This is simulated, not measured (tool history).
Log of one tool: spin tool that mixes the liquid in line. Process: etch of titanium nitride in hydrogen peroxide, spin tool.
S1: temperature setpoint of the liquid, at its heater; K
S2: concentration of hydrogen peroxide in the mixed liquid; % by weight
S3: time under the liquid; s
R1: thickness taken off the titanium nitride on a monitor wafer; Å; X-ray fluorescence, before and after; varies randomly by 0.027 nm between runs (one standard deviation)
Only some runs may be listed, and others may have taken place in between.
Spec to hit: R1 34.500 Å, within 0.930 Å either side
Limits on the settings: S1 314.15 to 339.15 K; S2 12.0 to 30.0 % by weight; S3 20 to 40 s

| run | hour | S1 | S2 | S3 | R1 |
|---|---|---|---|---|---|
| 1 | 0.0 | 330.15 | 22.0 | 40 | 19.496 |
| 2 | 7.7 | 331.15 | 22.0 | 40 | 20.816 |
| 3 | 12.1 | 332.15 | 22.0 | 40 | 21.904 |
| 4 | 13.4 | 332.15 | 26.0 | 40 | 22.826 |
| 5 | 19.0 | 333.15 | 26.0 | 40 | 24.531 |
| 6 | 22.2 | 329.65 | 26.0 | 40 | 19.423 |
| 7 | 23.5 | 330.65 | 26.0 | 40 | 20.722 |
| 8 | 27.8 | 338.65 | 26.5 | 40 | 35.516 |

Of the 4 settings listed for the next run, only one would bring every result within its allowed miss of target. Which one?
| A | 32.1 | 338.65 | 27.5 | 40 | ? |
| B | 32.1 | 338.65 | 23.5 | 40 | ? |
| C | 32.1 | 339.15 | 26.5 | 40 | ? |
| D | 32.1 | 339.15 | 28.0 | 40 | ? |

| move | R1 |
|---|---|
| A | 36.439 |
| B | 35.214 |
| C | 37.351 |
| D | 37.804 |
A: lands further from the targets than the last run did
B: every result within its allowed miss
C: lands further from the targets than the last run did
D: lands further from the targets than the last run did
So the answer is move B, the one that meets all the targets.
